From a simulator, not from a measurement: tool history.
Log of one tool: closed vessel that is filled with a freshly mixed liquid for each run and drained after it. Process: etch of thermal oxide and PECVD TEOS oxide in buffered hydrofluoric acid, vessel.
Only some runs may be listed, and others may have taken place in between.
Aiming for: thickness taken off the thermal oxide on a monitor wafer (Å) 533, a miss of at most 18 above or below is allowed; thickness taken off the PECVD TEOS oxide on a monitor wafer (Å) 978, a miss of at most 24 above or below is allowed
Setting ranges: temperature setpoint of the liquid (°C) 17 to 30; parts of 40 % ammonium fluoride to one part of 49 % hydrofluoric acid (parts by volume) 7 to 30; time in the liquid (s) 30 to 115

run    day  temperature setpoint of the liquid (°C)  parts of 40 % ammonium fluoride to one part of 49 % hydrofluoric acid (parts by volume)  time in the liquid (s)  thickness taken off the thermal oxide on a monitor wafer (Å)  thickness taken off the PECVD TEOS oxide on a monitor wafer (Å)
  1      0                                       22                                                                                       19                      60                                                        348.54                                                           637.68
  2  0.288                                     23.5                                                                                       19                      60                                                        378.49                                                           687.32
  3  0.438                                       21                                                                                       19                      60                                                        325.56                                                              603
  4  0.746                                       21                                                                                       24                      60                                                        271.98                                                           501.74
  5  1.029                                       18                                                                                       24                      60                                                        228.88                                                           421.63
  6  1.354                                       20                                                                                       23                      60                                                         267.4                                                           489.77
  7  1.567                                       20                                                                                       23                      60                                                        268.44                                                           494.41
  8  1.612                                     21.5                                                                                     22.5                      60                                                        292.99                                                           541.98
  9   1.65                                       23                                                                                       22                      60                                                        327.03                                                           598.32
 10   1.85                                       27                                                                                     18.5                      60                                                        469.52                                                              851
 11  2.138                                     27.5                                                                                     18.5                      60                                                        488.81                                                           877.89
 12  2.204                                       28                                                                                     18.5                      60                                                        498.25                                                           902.09
 13  2.471                                       29                                                                                     18.5                      60                                                        525.64                                                           954.65

Pick the move, out of 5, that brings all results within their allowed miss; only one does.
  A  2.738                                       29                                                                                       15                      50                                                             ?                                                                ?
  B  2.738                                       30                                                                                       18                      60                                                             ?                                                                ?
  C  2.738                                     29.5                                                                                       13                      40                                                             ?                                                                ?
  D  2.738                                       29                                                                                       21                      65                                                             ?                                                                ?
  E  2.738                                     29.5                                                                                       30                      80                                                             ?                                                                ?

move  thickness taken off the thermal oxide on a monitor wafer (Å)  thickness taken off the PECVD TEOS oxide on a monitor wafer (Å)
   A                                                        533.04                                                           988.02
   B                                                        563.82                                                           1045.1
   C                                                        503.69                                                           933.63
   D                                                        505.19                                                           936.41
   E                                                        500.48                                                           927.67
A: meets every target
B: carries the result that was furthest off beyond its target, to the other side
C: misses by more than the last run did
D: misses by more than the last run did
E: misses by more than the last run did
The move that meets every target is A.

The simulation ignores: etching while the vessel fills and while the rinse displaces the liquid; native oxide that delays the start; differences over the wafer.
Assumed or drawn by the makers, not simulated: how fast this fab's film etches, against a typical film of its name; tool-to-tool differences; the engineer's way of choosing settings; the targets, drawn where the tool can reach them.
